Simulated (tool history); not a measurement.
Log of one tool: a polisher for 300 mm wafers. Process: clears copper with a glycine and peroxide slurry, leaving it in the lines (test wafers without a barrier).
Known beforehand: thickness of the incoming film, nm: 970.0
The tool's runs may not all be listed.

run,day,flow of slurry (ml/min),pressure of the wafer on the pad (psi),speed of the pad under the wafer (cm/s),overpolish time after the end point (s),time until the end point was called (s),dishing of a wide line in a test structure (Å)
1,0,290,3.5,90,28,198.08,774.66
2,0.288,290,3.3,90,30,207.46,779.93
3,0.458,290,3.1,90,32,218.27,759.91
4,0.654,340,3.1,90,32,218.37,824.46
5,0.725,340,3,90,33,220.91,793.15
6,0.767,340,2.9,90,34,228.14,765.47
7,0.821,340,2.8,90,36,231.05,840.26
8,1.021,340,2.7,90,36,237.56,763.29
9,1.242,330,2.3,88,42,273.77,739.55
10,1.471,335,2.3,88,42,271.93,759.35

Run 11 has not been measured yet. What should we expect?
11,1.729,340,2.3,88,42,?,?

For run 11 the tool returned time until the end point was called (s) 272.79, dishing of a wide line in a test structure (Å) 770.23.
